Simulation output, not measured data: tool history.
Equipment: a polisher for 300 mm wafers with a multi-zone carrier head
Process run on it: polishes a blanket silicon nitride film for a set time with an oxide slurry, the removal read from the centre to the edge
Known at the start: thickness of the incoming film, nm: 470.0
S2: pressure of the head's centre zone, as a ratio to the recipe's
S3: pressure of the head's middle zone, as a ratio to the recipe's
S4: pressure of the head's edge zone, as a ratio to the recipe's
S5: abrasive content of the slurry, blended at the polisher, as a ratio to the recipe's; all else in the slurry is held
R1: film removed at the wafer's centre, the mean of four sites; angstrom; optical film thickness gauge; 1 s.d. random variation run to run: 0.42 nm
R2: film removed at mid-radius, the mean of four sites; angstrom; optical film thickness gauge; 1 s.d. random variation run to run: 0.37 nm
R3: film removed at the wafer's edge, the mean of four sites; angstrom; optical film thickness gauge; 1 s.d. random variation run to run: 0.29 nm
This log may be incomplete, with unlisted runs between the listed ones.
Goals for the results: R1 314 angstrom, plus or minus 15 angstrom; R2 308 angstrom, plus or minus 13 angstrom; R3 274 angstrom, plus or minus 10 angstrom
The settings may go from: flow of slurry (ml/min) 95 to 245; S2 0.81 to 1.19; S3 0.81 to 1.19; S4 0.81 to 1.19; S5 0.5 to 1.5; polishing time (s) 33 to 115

run 1 hour=0 | flow_of_slurry_(ml/min)=155 S2=1 S3=1 S4=1 S5=1 polishing_time_(s)=73 | R1=600.88 R2=585.18 R3=597.02
run 2 hour=1.8 | flow_of_slurry_(ml/min)=155 S2=1.08 S3=1 S4=1 S5=1 polishing_time_(s)=73 | R1=643.08 R2=600.38 R3=603.06
run 3 hour=8.5 | flow_of_slurry_(ml/min)=155 S2=1.08 S3=1 S4=0.93 S5=1 polishing_time_(s)=73 | R1=657.24 R2=582.37 R3=574.89
run 4 hour=13.3 | flow_of_slurry_(ml/min)=155 S2=1.08 S3=1 S4=0.87 S5=1 polishing_time_(s)=73 | R1=651.27 R2=596.41 R3=562.89
run 5 hour=18.4 | flow_of_slurry_(ml/min)=155 S2=1.07 S3=1.01 S4=0.86 S5=0.9 polishing_time_(s)=66 | R1=556.92 R2=514.65 R3=483.33
run 6 hour=20.5 | flow_of_slurry_(ml/min)=155 S2=1.07 S3=1.01 S4=0.86 S5=0.9 polishing_time_(s)=54 | R1=463.98 R2=426.49 R3=399.64
run 7 hour=22.4 | flow_of_slurry_(ml/min)=155 S2=1.06 S3=1.02 S4=0.85 S5=0.8 polishing_time_(s)=52 | R1=422.2 R2=404.4 R3=365.38
run 8 hour=24.5 | flow_of_slurry_(ml/min)=145 S2=1.04 S3=0.98 S4=0.82 S5=0.55 polishing_time_(s)=42 | R1=285.25 R2=274.18 R3=253.88
run 9 hour=30 | flow_of_slurry_(ml/min)=155 S2=1.04 S3=0.99 S4=0.83 S5=0.55 polishing_time_(s)=42 | R1=291.02 R2=279.56 R3=254.96
run 10 hour=37.6 | flow_of_slurry_(ml/min)=160 S2=1.04 S3=1 S4=0.84 S5=0.55 polishing_time_(s)=42 | R1=295.95 R2=278.84 R3=259.43
-- hour=44.1 slurry nozzle cleaned
run 11 hour=44.1 | flow_of_slurry_(ml/min)=160 S2=1.04 S3=1.02 S4=0.84 S5=0.55 polishing_time_(s)=42 | R1=306.38 R2=291.31 R3=264.85
run 12 hour=52.9 | flow_of_slurry_(ml/min)=160 S2=1.04 S3=1.02 S4=0.84 S5=0.55 polishing_time_(s)=42 | R1=297.99 R2=292.71 R3=265.57
run 13 hour=61 | flow_of_slurry_(ml/min)=165 S2=1.04 S3=1.02 S4=0.84 S5=0.55 polishing_time_(s)=42 | R1=300.91 R2=298.65 R3=261.26
run 14 hour=67.7 | flow_of_slurry_(ml/min)=165 S2=1.04 S3=1.02 S4=0.85 S5=0.55 polishing_time_(s)=42 | R1=302.15 R2=292.29 R3=270.63
run 15 hour=71.9 | flow_of_slurry_(ml/min)=165 S2=1.04 S3=1.03 S4=0.85 S5=0.55 polishing_time_(s)=42 | R1=303.99 R2=298.23 R3=264.87

Of the 5 settings listed for the next run, only one would bring every result within its allowed miss of target. Which one?
run A hour=76.1 | flow_of_slurry_(ml/min)=185 S2=1.08 S3=1.12 S4=0.81 S5=0.55 polishing_time_(s)=39 | R1=? R2=? R3=?
run B hour=76.1 | flow_of_slurry_(ml/min)=170 S2=1.13 S3=1.08 S4=0.87 S5=0.55 polishing_time_(s)=40 | R1=? R2=? R3=?
run C hour=76.1 | flow_of_slurry_(ml/min)=205 S2=1.01 S3=1.02 S4=0.82 S5=0.5 polishing_time_(s)=45 | R1=? R2=? R3=?
run D hour=76.1 | flow_of_slurry_(ml/min)=200 S2=1.16 S3=1.18 S4=0.81 S5=0.6 polishing_time_(s)=36 | R1=? R2=? R3=?
run E hour=76.1 | flow_of_slurry_(ml/min)=95 S2=0.97 S3=1.1 S4=0.81 S5=0.5 polishing_time_(s)=49 | R1=? R2=? R3=?

move=A R1=288.15 R2=296.61 R3=244.14
move=B R1=305.8 R2=292.28 R3=256.73
move=C R1=304.41 R2=310.56 R3=276.7
move=D R1=297.72 R2=297.16 R3=233.66
move=E R1=285.51 R2=326.54 R3=279.47
A: lands further from the targets than the last run did
B: lands further from the targets than the last run did
C: each result inside its tolerance
D: lands further from the targets than the last run did
E: brings the last run's worst result on target, with another outside its allowed miss
C meets every target.

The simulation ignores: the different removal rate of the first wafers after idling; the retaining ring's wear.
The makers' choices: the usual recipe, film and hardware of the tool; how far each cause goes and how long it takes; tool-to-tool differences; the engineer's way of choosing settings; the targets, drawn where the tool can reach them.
